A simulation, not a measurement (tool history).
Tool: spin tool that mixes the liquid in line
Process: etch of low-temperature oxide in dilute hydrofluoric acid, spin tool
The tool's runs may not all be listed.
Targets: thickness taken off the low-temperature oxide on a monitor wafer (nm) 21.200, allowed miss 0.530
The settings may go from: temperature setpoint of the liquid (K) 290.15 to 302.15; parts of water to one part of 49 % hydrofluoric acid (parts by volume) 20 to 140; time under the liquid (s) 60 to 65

run,hour,temperature setpoint of the liquid (K),parts of water to one part of 49 % hydrofluoric acid (parts by volume),time under the liquid (s),thickness taken off the low-temperature oxide on a monitor wafer (nm)
1,0.0,294.15,75,60,10.335
2,2.7,296.65,65,60,13.333
3,10.4,298.15,60,60,15.621
4,14.7,295.15,60,60,13.758
5,20.7,295.15,60,60,13.809
6,26.4,297.15,55,60,16.421
7,35.1,298.65,55,60,17.593
8,42.8,299.65,55,60,18.108
9,46.5,300.15,55,60,18.419
10,54.0,300.65,55,60,18.685
11,61.2,301.15,55,60,19.332
12,65.2,301.65,55,60,19.658
13,73.5,302.15,55,60,19.853
14,79.9,302.15,50,60,22.024
15,85.2,301.65,50,60,21.870

5 next moves are on the table. One of them brings every result within its allowed miss. Which?
A,90.5,300.65,50,65,?
B,90.5,301.15,50,60,?
C,90.5,297.15,45,60,?
D,90.5,302.15,55,60,?
E,90.5,301.65,55,60,?

move,thickness taken off the low-temperature oxide on a monitor wafer (nm)
A,22.348
B,21.049
C,19.989
D,19.773
E,19.383
A: further off than the last run
B: meets every target
C: takes the result that was furthest off past its target
D: takes the result that was furthest off past its target
E: takes the result that was furthest off past its target
Answer: B

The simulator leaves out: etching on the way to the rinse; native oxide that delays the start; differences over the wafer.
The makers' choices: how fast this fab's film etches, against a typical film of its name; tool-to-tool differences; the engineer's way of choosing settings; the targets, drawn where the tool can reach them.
